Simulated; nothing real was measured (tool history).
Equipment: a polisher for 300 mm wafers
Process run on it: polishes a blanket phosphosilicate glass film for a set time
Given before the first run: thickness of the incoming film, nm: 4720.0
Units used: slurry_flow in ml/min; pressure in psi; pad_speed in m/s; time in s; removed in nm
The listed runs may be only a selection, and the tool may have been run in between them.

{"run": 1, "hour": 0.0, "slurry_flow": 285, "pressure": 3.2, "pad_speed": 1.22, "slurry_solids": 1.0, "time": 36, "removed": 302.87}
{"run": 2, "hour": 3.4, "slurry_flow": 285, "pressure": 3.2, "pad_speed": 1.22, "slurry_solids": 1.0, "time": 33, "removed": 275.52}
{"run": 3, "hour": 5.5, "slurry_flow": 285, "pressure": 2.8, "pad_speed": 1.22, "slurry_solids": 1.0, "time": 33, "removed": 241.56}
{"run": 4, "hour": 6.2, "slurry_flow": 285, "pressure": 2.8, "pad_speed": 1.42, "slurry_solids": 1.0, "time": 33, "removed": 262.07}
{"run": 5, "hour": 8.0, "slurry_flow": 285, "pressure": 2.8, "pad_speed": 1.42, "slurry_solids": 1.0, "time": 36, "removed": 286.72}
{"run": 6, "hour": 13.5, "slurry_flow": 240, "pressure": 2.8, "pad_speed": 1.42, "slurry_solids": 1.0, "time": 36, "removed": 283.48}
{"run": 7, "hour": 17.1, "slurry_flow": 240, "pressure": 3.7, "pad_speed": 1.46, "slurry_solids": 1.0, "time": 36, "removed": 371.28}
{"run": 8, "hour": 24.2, "slurry_flow": 240, "pressure": 3.8, "pad_speed": 1.46, "slurry_solids": 1.0, "time": 36, "removed": 378.23}
{"run": 9, "hour": 32.3, "slurry_flow": 240, "pressure": 3.9, "pad_speed": 1.46, "slurry_solids": 1.0, "time": 36, "removed": 392.75}
{"run": 10, "hour": 33.4, "slurry_flow": 240, "pressure": 4.0, "pad_speed": 1.46, "slurry_solids": 1.0, "time": 36, "removed": 398.89}

Run 11 comes next. What will it give?
{"run": 11, "hour": 40.5, "slurry_flow": 240, "pressure": 4.1, "pad_speed": 1.46, "slurry_solids": 1.0, "time": 36, "removed": "?"}

removed: 408.78 nm
